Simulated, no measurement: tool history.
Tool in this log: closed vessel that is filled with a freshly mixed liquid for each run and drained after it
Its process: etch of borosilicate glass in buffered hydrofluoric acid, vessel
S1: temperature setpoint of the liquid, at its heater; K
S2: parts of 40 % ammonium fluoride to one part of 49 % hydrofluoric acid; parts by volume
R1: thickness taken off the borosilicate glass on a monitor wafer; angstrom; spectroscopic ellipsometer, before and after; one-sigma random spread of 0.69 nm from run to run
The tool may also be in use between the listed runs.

run 1 hour=0 | S1=298.15 S2=9 time_in_the_liquid_(s)=95 | R1=1375.8
run 2 hour=2.7 | S1=298.15 S2=9 time_in_the_liquid_(s)=95 | R1=1361.3
run 3 hour=3.8 | S1=298.15 S2=9 time_in_the_liquid_(s)=100 | R1=1431.6
run 4 hour=7.7 | S1=298.15 S2=10.5 time_in_the_liquid_(s)=100 | R1=1283.5
run 5 hour=11.2 | S1=298.15 S2=10.5 time_in_the_liquid_(s)=95 | R1=1240.2
run 6 hour=18.3 | S1=298.15 S2=9.5 time_in_the_liquid_(s)=95 | R1=1324.6
run 7 hour=26.9 | S1=295.65 S2=10 time_in_the_liquid_(s)=95 | R1=1112.7
run 8 hour=33.1 | S1=294.15 S2=10.5 time_in_the_liquid_(s)=95 | R1=987
run 9 hour=37.1 | S1=293.15 S2=10.5 time_in_the_liquid_(s)=95 | R1=938.92

The next listed run, before its measurement:
run 10 hour=38.3 | S1=292.15 S2=10.5 time_in_the_liquid_(s)=95 | R1=?

{"run 10": {"R1": 881.23}}
